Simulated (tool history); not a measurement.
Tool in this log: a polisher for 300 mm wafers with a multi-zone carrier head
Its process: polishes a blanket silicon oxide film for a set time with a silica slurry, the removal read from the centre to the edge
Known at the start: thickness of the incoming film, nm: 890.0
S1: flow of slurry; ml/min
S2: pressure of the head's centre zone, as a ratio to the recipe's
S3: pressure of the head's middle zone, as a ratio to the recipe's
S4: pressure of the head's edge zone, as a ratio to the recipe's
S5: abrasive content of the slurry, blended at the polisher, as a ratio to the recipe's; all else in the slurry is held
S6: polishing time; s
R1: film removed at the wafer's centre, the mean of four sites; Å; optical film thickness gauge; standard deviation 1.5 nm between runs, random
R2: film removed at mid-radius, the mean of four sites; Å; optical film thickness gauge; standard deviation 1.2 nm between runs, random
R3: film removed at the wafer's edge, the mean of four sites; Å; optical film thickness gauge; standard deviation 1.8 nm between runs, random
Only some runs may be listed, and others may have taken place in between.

run  hour   S1    S2    S3    S4    S5  S6      R1      R2      R3
  1   0.0  250  1.00  1.00  1.00  1.00  71  1813.7  1759.6  1769.0
  2   4.5  250  1.00  1.00  1.05  1.00  71  1810.2  1744.6  1812.7
  3  11.3  240  1.03  0.94  1.02  0.90  71  1775.4  1587.8  1733.9
  4  14.1  240  1.03  0.94  1.02  0.90  87  2150.3  1902.0  2064.7
  5  22.1  240  1.03  0.94  0.94  0.90  87  2148.6  1930.4  2033.1
  6  29.4  240  0.95  0.94  0.94  0.90  87  1994.9  1915.9  1978.1
  7  30.5  235  1.01  0.90  0.91  0.75  84  1839.1  1632.8  1688.3
  8  33.0  220  1.04  0.87  0.94  0.70  84  1838.8  1522.4  1713.2
  9  37.3  210  1.06  0.85  0.92  0.65  84  1781.9  1388.5  1566.1
 10  40.8  195  1.06  0.84  0.92  0.65  84  1770.9  1387.1  1549.4
 11  47.4  185  1.07  0.83  0.93  0.65  84  1763.9  1373.2  1598.1

Expected results for the next run?
 12  55.0  180  1.08  0.82  0.92  0.65  84   ?   ?   ?

{"run 12": {"R1": 1774.3, "R2": 1350.4, "R3": 1594.4}}
